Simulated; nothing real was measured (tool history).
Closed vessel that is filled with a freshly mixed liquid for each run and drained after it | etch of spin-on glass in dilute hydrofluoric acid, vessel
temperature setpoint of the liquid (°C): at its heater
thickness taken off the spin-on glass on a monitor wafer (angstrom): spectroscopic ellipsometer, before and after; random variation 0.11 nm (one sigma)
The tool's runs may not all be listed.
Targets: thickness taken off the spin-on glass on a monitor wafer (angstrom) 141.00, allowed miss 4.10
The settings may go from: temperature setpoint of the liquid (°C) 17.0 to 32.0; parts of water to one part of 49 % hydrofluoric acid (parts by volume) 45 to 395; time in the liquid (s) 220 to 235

| run | hour | temperature setpoint of the liquid (°C) | parts of water to one part of 49 % hydrofluoric acid (parts by volume) | time in the liquid (s) | thickness taken off the spin-on glass on a monitor wafer (angstrom) |
|---|---|---|---|---|---|
| 1 | 0.0 | 24.0 | 220 | 220 | 277.82 |
| 2 | 8.1 | 23.0 | 230 | 220 | 257.16 |
| 3 | 15.7 | 23.0 | 295 | 220 | 184.93 |
| 4 | 21.8 | 22.0 | 300 | 220 | 174.66 |
| 5 | 25.3 | 22.0 | 335 | 220 | 151.71 |
| 6 | 30.3 | 22.0 | 335 | 235 | 161.86 |
| 7 | 33.0 | 21.5 | 335 | 235 | 160.09 |
| 8 | 34.2 | 17.5 | 340 | 235 | 134.84 |
| 9 | 39.9 | 17.5 | 340 | 235 | 135.64 |

4 next moves are on the table. One of them brings every result within its allowed miss. Which?
| A | 45.6 | 17.0 | 335 | 230 | ? |
| B | 45.6 | 19.0 | 335 | 230 | ? |
| C | 45.6 | 18.5 | 345 | 220 | ? |
| D | 45.6 | 19.0 | 355 | 235 | ? |

| move | thickness taken off the spin-on glass on a monitor wafer (angstrom) |
|---|---|
| A | 132.81 |
| B | 142.95 |
| C | 129.29 |
| D | 135.53 |
A: further off than the last run
B: meets every target
C: further off than the last run
D: as far off as the last run
The right move is B.
